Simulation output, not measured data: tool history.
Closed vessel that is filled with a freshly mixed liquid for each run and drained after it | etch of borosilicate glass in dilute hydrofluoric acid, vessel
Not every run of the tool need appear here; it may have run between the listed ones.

run  hour  temperature setpoint of the liquid (°C)  parts of water to one part of 49 % hydrofluoric acid (parts by volume)  time in the liquid (s)  thickness taken off the borosilicate glass on a monitor wafer (Å)
  1     0                                       25                                                                     115                     335                                                             980.09
  2   7.1                                     26.5                                                                     100                     335                                                             1218.7
  3  14.3                                     28.5                                                                     100                     335                                                             1311.2
  4    20                                     29.5                                                                      85                     335                                                             1623.6
  5  21.2                                       30                                                                      75                     335                                                             1919.9
  6  27.1                                     30.5                                                                      70                     335                                                             2118.3
  7  33.7                                       31                                                                      65                     335                                                             2337.6
  8  38.7                                     31.5                                                                      65                     335                                                             2385.2

What will run 9 give?
  9  41.4                                       32                                                                      65                     335                                                                  ?

{"run 9": {"thickness taken off the borosilicate glass on a monitor wafer (Å)": 2423.1}}
